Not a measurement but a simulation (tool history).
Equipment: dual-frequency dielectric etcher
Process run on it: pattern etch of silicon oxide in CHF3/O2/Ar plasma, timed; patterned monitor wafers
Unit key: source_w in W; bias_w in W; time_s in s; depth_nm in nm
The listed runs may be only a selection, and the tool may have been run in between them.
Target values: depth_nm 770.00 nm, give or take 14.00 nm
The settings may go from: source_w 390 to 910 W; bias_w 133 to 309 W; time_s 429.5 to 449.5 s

| run | hour | source_w | bias_w | time_s | depth_nm |
|---|---|---|---|---|---|
| 1 | 0.0 | 650 | 221 | 429.5 | 913.60 |
| 2 | 3.5 | 620 | 218 | 429.5 | 887.34 |
| 3 | 11.6 | 520 | 218 | 429.5 | 829.81 |
| 4 | 12.5 | 520 | 218 | 429.5 | 828.54 |
| 5 | 17.0 | 520 | 234 | 429.5 | 853.22 |
| 6 | 18.5 | 520 | 213 | 429.5 | 820.08 |
| 7 | 19.6 | 410 | 207 | 429.5 | 736.01 |
| 8 | 22.8 | 420 | 207 | 429.5 | 744.09 |

4 candidate next runs follow, results not yet known. Just one meets every target within its allowed miss. Identify it.
| A | 26.0 | 420 | 196 | 436.5 | ? |
| B | 26.0 | 410 | 228 | 434.5 | ? |
| C | 26.0 | 520 | 149 | 431.5 | ? |
| D | 26.0 | 400 | 206 | 439.5 | ? |

| move | depth_nm |
|---|---|
| A | 737.56 |
| B | 774.65 |
| C | 711.47 |
| D | 742.99 |
A: misses by more than the last run did
B: all results in spec
C: misses by more than the last run did
D: no nearer and no further than the last run
Correct choice: B, which meets every target
